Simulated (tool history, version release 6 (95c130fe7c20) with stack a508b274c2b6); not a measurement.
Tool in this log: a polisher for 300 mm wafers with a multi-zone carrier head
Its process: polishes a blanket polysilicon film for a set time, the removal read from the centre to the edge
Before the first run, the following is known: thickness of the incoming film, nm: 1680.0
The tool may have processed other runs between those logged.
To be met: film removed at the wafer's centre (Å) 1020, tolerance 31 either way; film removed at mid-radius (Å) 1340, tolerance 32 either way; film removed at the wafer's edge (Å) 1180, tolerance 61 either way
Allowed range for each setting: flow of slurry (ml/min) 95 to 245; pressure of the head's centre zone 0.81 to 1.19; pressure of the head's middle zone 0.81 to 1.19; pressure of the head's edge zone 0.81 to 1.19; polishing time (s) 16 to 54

| run | hour | flow of slurry (ml/min) | pressure of the head's centre zone | pressure of the head's middle zone | pressure of the head's edge zone | polishing time (s) | film removed at the wafer's centre (Å) | film removed at mid-radius (Å) | film removed at the wafer's edge (Å) |
|---|---|---|---|---|---|---|---|---|---|
| 1 | 0 | 155 | 1 | 1 | 1 | 35 | 2275.7 | 2304.2 | 2309.2 |
| 2 | 4.8 | 140 | 0.94 | 1.02 | 0.95 | 29 | 1737.5 | 1891.5 | 1831.5 |
| 3 | 12.4 | 130 | 0.9 | 1.04 | 0.92 | 25 | 1411.3 | 1612 | 1543.5 |
| 4 | 13.1 | 130 | 0.9 | 1.12 | 0.92 | 25 | 1412.3 | 1728.8 | 1489.2 |
| 5 | 19.8 | 130 | 0.9 | 1.12 | 0.92 | 20 | 1119.3 | 1382.7 | 1212.6 |
| 6 | 23.1 | 130 | 0.95 | 1.12 | 0.92 | 20 | 1168.7 | 1388.7 | 1244.3 |
| 7 | 26.8 | 120 | 0.91 | 1.12 | 0.93 | 20 | 1104.1 | 1357.7 | 1209.3 |
| 8 | 31.9 | 115 | 0.89 | 1.12 | 0.94 | 20 | 1073.7 | 1356.2 | 1201.8 |

Below are 4 possible settings for the next run. Only one of them brings all results inside the allowed miss of their targets. Which is it?
| A | 37 | 125 | 0.84 | 1.03 | 0.93 | 21 | ? | ? | ? |
| B | 37 | 120 | 0.88 | 1.18 | 1.04 | 19 | ? | ? | ? |
| C | 37 | 135 | 0.91 | 1.13 | 0.9 | 19 | ? | ? | ? |
| D | 37 | 115 | 0.92 | 1.07 | 0.97 | 20 | ? | ? | ? |

| move | film removed at the wafer's centre (Å) | film removed at mid-radius (Å) | film removed at the wafer's edge (Å) |
|---|---|---|---|
| A | 1111.3 | 1346.4 | 1277.8 |
| B | 1041.8 | 1353.2 | 1208 |
| C | 1115 | 1343.8 | 1152.9 |
| D | 1130.4 | 1293.7 | 1220.9 |
A: the biggest miss grows against the last run
B: every result within its allowed miss
C: the biggest miss grows against the last run
D: the biggest miss grows against the last run
So the answer is move B, the one that meets all the targets.
